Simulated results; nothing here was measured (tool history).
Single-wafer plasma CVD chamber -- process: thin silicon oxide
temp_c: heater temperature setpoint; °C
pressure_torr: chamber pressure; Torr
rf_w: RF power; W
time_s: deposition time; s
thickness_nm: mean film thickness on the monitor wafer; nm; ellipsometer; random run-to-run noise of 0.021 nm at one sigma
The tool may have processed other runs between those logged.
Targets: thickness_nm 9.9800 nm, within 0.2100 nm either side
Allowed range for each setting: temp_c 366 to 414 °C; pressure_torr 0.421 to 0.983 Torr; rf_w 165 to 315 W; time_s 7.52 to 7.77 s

run	hour	temp_c	pressure_torr	rf_w	time_s	thickness_nm
1	0.0	390	0.702	240	7.52	11.3380
2	2.2	390	0.690	240	7.52	11.1860
3	8.7	390	0.690	240	7.52	11.1340
4	9.3	390	0.586	240	7.52	9.5090
5	9.9	390	0.590	240	7.52	9.5779
6	17.8	390	0.594	240	7.52	9.6031
7	23.5	390	0.597	240	7.52	9.7024
8	31.5	390	0.600	240	7.52	9.7360

Which single option among these 5 for the next run brings every result within its allowed miss of target? Just one does.
A	39.5	399	0.566	250	7.52	?
B	39.5	389	0.623	225	7.52	?
C	39.5	383	0.607	245	7.52	?
D	39.5	386	0.568	245	7.52	?
E	39.5	386	0.509	290	7.61	?

move	thickness_nm
A	9.4160
B	9.7161
C	10.0580
D	9.4061
E	9.3976
A: moves away from the targets compared with the last run
B: moves away from the targets compared with the last run
C: all results land within tolerance of their targets
D: moves away from the targets compared with the last run
E: moves away from the targets compared with the last run
Correct choice: C, which meets every target

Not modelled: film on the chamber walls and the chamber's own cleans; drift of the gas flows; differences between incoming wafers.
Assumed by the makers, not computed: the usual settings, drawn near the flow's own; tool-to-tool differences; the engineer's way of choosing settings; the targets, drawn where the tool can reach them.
